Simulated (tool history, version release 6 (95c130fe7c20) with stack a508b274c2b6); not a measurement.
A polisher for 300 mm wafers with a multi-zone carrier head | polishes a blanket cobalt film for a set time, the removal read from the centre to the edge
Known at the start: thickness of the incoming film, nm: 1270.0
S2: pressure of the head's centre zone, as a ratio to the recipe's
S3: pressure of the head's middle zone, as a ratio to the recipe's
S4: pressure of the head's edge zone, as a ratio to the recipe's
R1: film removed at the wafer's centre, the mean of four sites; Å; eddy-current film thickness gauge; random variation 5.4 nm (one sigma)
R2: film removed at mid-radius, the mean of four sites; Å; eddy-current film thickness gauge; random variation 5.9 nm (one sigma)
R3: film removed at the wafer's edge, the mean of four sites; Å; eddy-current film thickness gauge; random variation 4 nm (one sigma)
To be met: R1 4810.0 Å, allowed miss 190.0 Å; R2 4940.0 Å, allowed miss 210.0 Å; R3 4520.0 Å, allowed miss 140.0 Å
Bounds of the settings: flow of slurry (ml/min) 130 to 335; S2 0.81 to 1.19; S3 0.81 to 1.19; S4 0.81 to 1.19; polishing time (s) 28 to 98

Run 1, hour 0.0: flow of slurry (ml/min) 215, S2 1.00, S3 1.00, S4 1.00, polishing time (s) 63. Result: R1 3460.9 Å, R2 3661.7 Å, R3 3648.6 Å.
Run 2, hour 1.8: flow of slurry (ml/min) 220, S2 1.02, S3 1.02, S4 1.01, polishing time (s) 64. Result: R1 3502.8 Å, R2 3749.9 Å, R3 3664.9 Å.
Run 3, hour 2.4: flow of slurry (ml/min) 225, S2 1.03, S3 1.03, S4 1.01, polishing time (s) 66. Result: R1 3668.3 Å, R2 3960.9 Å, R3 3849.3 Å.
Run 4, hour 9.9: flow of slurry (ml/min) 230, S2 1.05, S3 1.04, S4 1.01, polishing time (s) 67. Result: R1 3865.4 Å, R2 4011.7 Å, R3 3866.9 Å.
Run 5, hour 15.2: flow of slurry (ml/min) 235, S2 1.06, S3 1.05, S4 1.02, polishing time (s) 68. Result: R1 3953.2 Å, R2 4138.8 Å, R3 4014.6 Å.
Run 6, hour 19.2: flow of slurry (ml/min) 235, S2 1.06, S3 1.11, S4 1.02, polishing time (s) 68. Result: R1 3931.2 Å, R2 4262.0 Å, R3 3974.8 Å.
Run 7, hour 19.9: flow of slurry (ml/min) 240, S2 1.07, S3 1.12, S4 1.02, polishing time (s) 69. Result: R1 4095.4 Å, R2 4449.8 Å, R3 4005.6 Å.
Run 8, hour 27.1: flow of slurry (ml/min) 245, S2 1.08, S3 1.12, S4 1.03, polishing time (s) 69. Result: R1 4033.0 Å, R2 4486.1 Å, R3 4016.8 Å.
Run 9, hour 34.6: flow of slurry (ml/min) 245, S2 1.09, S3 1.12, S4 1.03, polishing time (s) 70. Result: R1 4250.9 Å, R2 4525.7 Å, R3 4161.2 Å.
Run 10, hour 41.3: flow of slurry (ml/min) 280, S2 1.15, S3 1.18, S4 1.10, polishing time (s) 72. Result: R1 4607.0 Å, R2 4965.7 Å, R3 4422.2 Å.
Run 11, hour 44.7: flow of slurry (ml/min) 285, S2 1.17, S3 1.17, S4 1.11, polishing time (s) 72. Result: R1 4753.8 Å, R2 4929.8 Å, R3 4320.6 Å.

Which of these 4 next moves meets every target?
Run A, hour 48.1: flow of slurry (ml/min) 250, S2 1.16, S3 1.18, S4 0.99, polishing time (s) 74. Result: R1 ?, R2 ?, R3 ?.
Run B, hour 48.1: flow of slurry (ml/min) 290, S2 1.17, S3 1.03, S4 1.05, polishing time (s) 74. Result: R1 ?, R2 ?, R3 ?.
Run C, hour 48.1: flow of slurry (ml/min) 260, S2 1.17, S3 1.15, S4 1.10, polishing time (s) 75. Result: R1 ?, R2 ?, R3 ?.
Run D, hour 48.1: flow of slurry (ml/min) 305, S2 1.10, S3 1.12, S4 1.17, polishing time (s) 77. Result: R1 ?, R2 ?, R3 ?.

move      R1      R2      R3
   A  4697.0  4903.7  4220.5
   B  4812.7  4431.0  4365.8
   C  4822.5  4880.4  4454.4
   D  4740.2  4977.0  4736.8
A: further off than the last run
B: further off than the last run
C: meets every target
D: takes the result that was furthest off past its target
Answer: C

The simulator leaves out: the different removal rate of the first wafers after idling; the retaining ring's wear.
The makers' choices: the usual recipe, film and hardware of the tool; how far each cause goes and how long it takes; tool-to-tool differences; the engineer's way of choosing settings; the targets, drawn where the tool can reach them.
